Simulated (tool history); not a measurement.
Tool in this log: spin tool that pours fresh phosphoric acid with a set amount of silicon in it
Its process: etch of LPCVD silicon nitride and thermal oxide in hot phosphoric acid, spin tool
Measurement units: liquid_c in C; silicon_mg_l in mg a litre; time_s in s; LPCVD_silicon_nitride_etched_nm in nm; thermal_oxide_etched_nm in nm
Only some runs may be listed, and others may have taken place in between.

run   hour  liquid_c  silicon_mg_l  time_s  LPCVD_silicon_nitride_etched_nm  thermal_oxide_etched_nm
  1      0       162          13.5      60                            5.629                  0.13266
  2      9     163.5            11      70                           6.8763                  0.20876
  3   14.4     163.5            11      50                           4.9119                  0.14125
  4   21.2     163.5            16      50                           4.8616                  0.11595
  5     22     163.5            16      35                           3.3889                 0.094136
  6   30.6     163.5            12      35                           3.4355                  0.08507
  7   37.9       166          19.5      65                           6.8377                  0.18743
  8   44.6       166          19.5      65                           6.9133                  0.18567
  9   45.5     166.5          17.5      70                           7.5599                  0.27876
 10     53     166.5          18.5      75                            8.228                  0.25613
 11   54.6     166.5            18      80                           8.6764                  0.21996
 12   60.7     166.5            15      80                           8.6405                  0.29015
 13   65.1     166.5          15.5      80                           8.7005                  0.23756
 14   67.8     166.5            18      80                           8.7142                  0.24221
 15   76.5     166.5          16.5      80                           8.5911                   0.2552
 16   78.4       167          16.5      85                           9.3053                  0.24886
 17   84.7       167            16      85                           9.4116                  0.28799
 18   85.7       167            15      85                           9.3195                  0.31785
 19   89.5       167            14      85                           9.3576                  0.28302
 20     96       167            11      85                           9.3229                  0.33523
 21     99       167            11      85                           9.3295                  0.38707
 22  103.8       167            12      85                           9.3599                  0.34188

Run 23 comes next. What will it give?
 23  107.8       167          12.5      85                                ?                        ?

Run 23 produced LPCVD_silicon_nitride_etched_nm 9.3628 nm, thermal_oxide_etched_nm 0.33352 nm.
